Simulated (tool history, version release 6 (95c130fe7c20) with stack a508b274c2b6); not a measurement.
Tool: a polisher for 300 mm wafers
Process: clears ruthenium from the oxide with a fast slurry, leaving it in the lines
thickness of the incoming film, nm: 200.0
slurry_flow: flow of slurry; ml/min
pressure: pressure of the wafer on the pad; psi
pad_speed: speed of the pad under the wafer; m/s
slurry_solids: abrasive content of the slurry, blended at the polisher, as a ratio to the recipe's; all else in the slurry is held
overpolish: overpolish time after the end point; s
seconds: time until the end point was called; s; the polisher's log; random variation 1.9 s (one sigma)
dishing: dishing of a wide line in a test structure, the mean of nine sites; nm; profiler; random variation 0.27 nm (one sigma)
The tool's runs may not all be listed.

run 1 hour=0 | slurry_flow=175 pressure=2.8 pad_speed=0.9 slurry_solids=1 overpolish=13 | seconds=60.604 dishing=36.763
run 2 hour=1.6 | slurry_flow=175 pressure=2.8 pad_speed=0.9 slurry_solids=1 overpolish=17 | seconds=58.644 dishing=46.35
run 3 hour=8.1 | slurry_flow=155 pressure=2.8 pad_speed=0.9 slurry_solids=1 overpolish=17 | seconds=61.229 dishing=46.722
run 4 hour=10.2 | slurry_flow=155 pressure=2.6 pad_speed=0.84 slurry_solids=1 overpolish=17 | seconds=70.866 dishing=40.529
run 5 hour=10.7 | slurry_flow=155 pressure=2.6 pad_speed=0.84 slurry_solids=1.2 overpolish=17 | seconds=64.543 dishing=43.038
run 6 hour=14.7 | slurry_flow=155 pressure=2.4 pad_speed=0.8 slurry_solids=1.2 overpolish=17 | seconds=71.566 dishing=38.261
run 7 hour=20 | slurry_flow=150 pressure=2.2 pad_speed=0.76 slurry_solids=1.2 overpolish=17 | seconds=82.904 dishing=34.106
run 8 hour=27 | slurry_flow=150 pressure=2.1 pad_speed=0.72 slurry_solids=1.2 overpolish=17 | seconds=92.428 dishing=31.238
run 9 hour=28.2 | slurry_flow=150 pressure=2 pad_speed=0.7 slurry_solids=1.2 overpolish=17 | seconds=97.069 dishing=28.881
run 10 hour=35.1 | slurry_flow=150 pressure=1.9 pad_speed=0.68 slurry_solids=1.2 overpolish=17 | seconds=107.05 dishing=26.487
run 11 hour=38.4 | slurry_flow=150 pressure=1.8 pad_speed=0.66 slurry_solids=1.2 overpolish=17 | seconds=114.38 dishing=24.871
run 12 hour=44.3 | slurry_flow=145 pressure=1.3 pad_speed=0.56 slurry_solids=1.2 overpolish=16 | seconds=188.02 dishing=15.091

The next listed run, before its measurement:
run 13 hour=48.6 | slurry_flow=150 pressure=1.3 pad_speed=0.56 slurry_solids=1.2 overpolish=16 | seconds=? dishing=?

Run 13 gave seconds 180.3 s, dishing 15.18 nm.
